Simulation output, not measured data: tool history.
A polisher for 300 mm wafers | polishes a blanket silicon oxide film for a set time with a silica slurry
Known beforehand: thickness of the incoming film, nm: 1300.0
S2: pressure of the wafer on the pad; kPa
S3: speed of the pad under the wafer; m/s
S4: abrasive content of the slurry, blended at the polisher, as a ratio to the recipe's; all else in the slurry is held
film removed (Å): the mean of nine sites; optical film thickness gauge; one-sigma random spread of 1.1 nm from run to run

run 1 hour=0 | flow_of_slurry_(ml/min)=185 S2=35.2 S3=1.44 S4=1 polishing_time_(s)=26 | film_removed_(Å)=1100.4
run 2 hour=3.3 | flow_of_slurry_(ml/min)=190 S2=36.5 S3=1.44 S4=1 polishing_time_(s)=26 | film_removed_(Å)=1155.7
run 3 hour=9.2 | flow_of_slurry_(ml/min)=195 S2=37.2 S3=1.44 S4=1 polishing_time_(s)=26 | film_removed_(Å)=1164.7
run 4 hour=15.1 | flow_of_slurry_(ml/min)=165 S2=37.2 S3=1.44 S4=1 polishing_time_(s)=26 | film_removed_(Å)=1139.9
run 5 hour=22.4 | flow_of_slurry_(ml/min)=165 S2=37.2 S3=1.44 S4=1 polishing_time_(s)=26 | film_removed_(Å)=1127
run 6 hour=25.1 | flow_of_slurry_(ml/min)=165 S2=37.2 S3=1.44 S4=0.9 polishing_time_(s)=26 | film_removed_(Å)=1079.3
run 7 hour=29.1 | flow_of_slurry_(ml/min)=165 S2=37.2 S3=1.44 S4=0.9 polishing_time_(s)=26 | film_removed_(Å)=1092.3
run 8 hour=34.6 | flow_of_slurry_(ml/min)=180 S2=37.9 S3=1.44 S4=0.9 polishing_time_(s)=26 | film_removed_(Å)=1122.1
run 9 hour=41.7 | flow_of_slurry_(ml/min)=190 S2=38.6 S3=1.44 S4=0.9 polishing_time_(s)=26 | film_removed_(Å)=1153.4

The next listed run, before its measurement:
run 10 hour=43.2 | flow_of_slurry_(ml/min)=200 S2=39.3 S3=1.44 S4=0.9 polishing_time_(s)=26 | film_removed_(Å)=?

Run 10 gave film removed (Å) 1158.

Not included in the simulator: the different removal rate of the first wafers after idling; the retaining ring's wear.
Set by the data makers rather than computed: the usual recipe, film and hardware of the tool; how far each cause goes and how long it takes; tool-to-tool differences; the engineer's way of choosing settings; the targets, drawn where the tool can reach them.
